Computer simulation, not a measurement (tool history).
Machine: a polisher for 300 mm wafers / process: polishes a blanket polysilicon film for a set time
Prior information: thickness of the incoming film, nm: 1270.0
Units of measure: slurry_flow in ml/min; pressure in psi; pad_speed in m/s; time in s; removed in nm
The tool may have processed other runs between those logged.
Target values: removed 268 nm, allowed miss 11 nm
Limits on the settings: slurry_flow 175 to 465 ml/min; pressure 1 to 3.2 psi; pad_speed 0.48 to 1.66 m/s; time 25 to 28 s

{"run": 1, "hour": 0.0, "slurry_flow": 295, "pressure": 2.1, "pad_speed": 1.06, "time": 28, "removed": 202.01}
{"run": 2, "hour": 0.5, "slurry_flow": 295, "pressure": 2.1, "pad_speed": 0.8, "time": 28, "removed": 156.75}
{"run": 3, "hour": 4.2, "slurry_flow": 295, "pressure": 2.1, "pad_speed": 0.92, "time": 28, "removed": 181.67}
{"run": 4, "hour": 10.6, "slurry_flow": 295, "pressure": 2.5, "pad_speed": 0.92, "time": 28, "removed": 209.38}
{"run": 5, "hour": 13.5, "slurry_flow": 295, "pressure": 2.6, "pad_speed": 0.92, "time": 28, "removed": 216.03}
{"run": 6, "hour": 19.4, "slurry_flow": 295, "pressure": 2.1, "pad_speed": 0.92, "time": 28, "removed": 178.84}
{"hour": 25.1, "done": "slurry nozzle cleaned"}
{"run": 7, "hour": 25.1, "slurry_flow": 295, "pressure": 2.3, "pad_speed": 0.92, "time": 28, "removed": 203.73}
{"run": 8, "hour": 26.2, "slurry_flow": 295, "pressure": 2.4, "pad_speed": 0.92, "time": 28, "removed": 208.44}
{"run": 9, "hour": 33.4, "slurry_flow": 295, "pressure": 2.5, "pad_speed": 0.92, "time": 28, "removed": 214.23}
{"run": 10, "hour": 39.6, "slurry_flow": 295, "pressure": 2.6, "pad_speed": 0.92, "time": 28, "removed": 227.26}

Of the 5 settings listed for the next run, only one would bring every result within its allowed miss of target. Which one?
{"run": "A", "hour": 45.8, "slurry_flow": 315, "pressure": 2.2, "pad_speed": 1, "time": 25, "removed": "?"}
{"run": "B", "hour": 45.8, "slurry_flow": 280, "pressure": 2.9, "pad_speed": 0.98, "time": 28, "removed": "?"}
{"run": "C", "hour": 45.8, "slurry_flow": 300, "pressure": 2.5, "pad_speed": 1.04, "time": 27, "removed": "?"}
{"run": "D", "hour": 45.8, "slurry_flow": 285, "pressure": 2.4, "pad_speed": 0.82, "time": 25, "removed": "?"}
{"run": "E", "hour": 45.8, "slurry_flow": 300, "pressure": 2.9, "pad_speed": 0.72, "time": 25, "removed": "?"}

move=A removed=189.8
move=B removed=267.96
move=C removed=238.9
move=D removed=169.55
move=E removed=180.97
A: misses by more than the last run did
B: meets every target
C: nearer the targets than the last run, but a result is still out of spec
D: misses by more than the last run did
E: misses by more than the last run did
Correct choice: B, which meets every target
